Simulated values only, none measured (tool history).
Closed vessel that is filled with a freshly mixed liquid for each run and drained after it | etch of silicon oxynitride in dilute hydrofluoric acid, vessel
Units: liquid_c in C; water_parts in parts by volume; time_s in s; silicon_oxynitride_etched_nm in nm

| run | hour | liquid_c | water_parts | time_s | silicon_oxynitride_etched_nm |
|---|---|---|---|---|---|
| 1 | 0.0 | 23.0 | 210 | 3055 | 37.710 |
| 2 | 4.4 | 23.0 | 250 | 3055 | 30.327 |
| 3 | 6.4 | 22.0 | 255 | 3055 | 28.659 |
| 4 | 14.6 | 22.0 | 320 | 3055 | 22.237 |
| 5 | 20.4 | 21.5 | 320 | 3055 | 21.115 |
| 6 | 29.9 | 21.5 | 250 | 3055 | 28.701 |
| 7 | 39.7 | 21.0 | 260 | 3055 | 26.641 |
| 8 | 47.6 | 20.5 | 265 | 3055 | 25.418 |
| 9 | 49.9 | 20.0 | 270 | 3055 | 24.493 |
| 10 | 55.1 | 19.5 | 275 | 3055 | 22.926 |
| 11 | 60.6 | 19.0 | 280 | 3055 | 21.938 |

The next listed run, before its measurement:
| 12 | 63.0 | 18.5 | 285 | 3055 | ? |

silicon_oxynitride_etched_nm: 21.318 nm

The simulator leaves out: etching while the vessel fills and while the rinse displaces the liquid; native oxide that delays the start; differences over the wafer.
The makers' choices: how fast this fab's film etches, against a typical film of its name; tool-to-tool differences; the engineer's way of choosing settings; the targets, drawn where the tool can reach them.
